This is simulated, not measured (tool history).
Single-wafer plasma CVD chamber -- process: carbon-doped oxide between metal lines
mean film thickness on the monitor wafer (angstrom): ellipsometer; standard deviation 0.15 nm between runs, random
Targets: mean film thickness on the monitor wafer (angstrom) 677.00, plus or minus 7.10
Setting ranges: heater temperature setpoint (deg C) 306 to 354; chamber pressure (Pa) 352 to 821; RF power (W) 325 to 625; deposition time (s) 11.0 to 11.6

| run | hour | heater temperature setpoint (deg C) | chamber pressure (Pa) | RF power (W) | deposition time (s) | mean film thickness on the monitor wafer (angstrom) |
|---|---|---|---|---|---|---|
| 1 | 0.0 | 330 | 587 | 475 | 11.6 | 570.05 |
| 2 | 5.8 | 324 | 587 | 475 | 11.6 | 581.65 |
| 3 | 13.6 | 319 | 647 | 490 | 11.6 | 606.72 |
| 4 | 18.1 | 319 | 647 | 490 | 11.6 | 607.52 |
| 5 | 22.2 | 319 | 647 | 490 | 11.6 | 608.82 |
| 6 | 23.6 | 319 | 647 | 555 | 11.6 | 646.96 |
| 7 | 25.8 | 316 | 659 | 555 | 11.6 | 656.71 |
| 8 | 31.1 | 314 | 665 | 555 | 11.6 | 662.87 |
| 9 | 37.0 | 312 | 669 | 555 | 11.6 | 669.40 |

Of the 5 settings listed for the next run, only one would bring every result within its allowed miss of target. Which one?
| A | 42.9 | 306 | 671 | 520 | 11.6 | ? |
| B | 42.9 | 307 | 759 | 575 | 11.1 | ? |
| C | 42.9 | 317 | 749 | 550 | 11.4 | ? |
| D | 42.9 | 308 | 735 | 525 | 11.4 | ? |
| E | 42.9 | 324 | 767 | 565 | 11.6 | ? |

| move | mean film thickness on the monitor wafer (angstrom) |
|---|---|
| A | 660.00 |
| B | 672.83 |
| C | 649.65 |
| D | 654.94 |
| E | 655.56 |
A: misses by more than the last run did
B: in spec on every target
C: misses by more than the last run did
D: misses by more than the last run did
E: misses by more than the last run did
The right move is B.

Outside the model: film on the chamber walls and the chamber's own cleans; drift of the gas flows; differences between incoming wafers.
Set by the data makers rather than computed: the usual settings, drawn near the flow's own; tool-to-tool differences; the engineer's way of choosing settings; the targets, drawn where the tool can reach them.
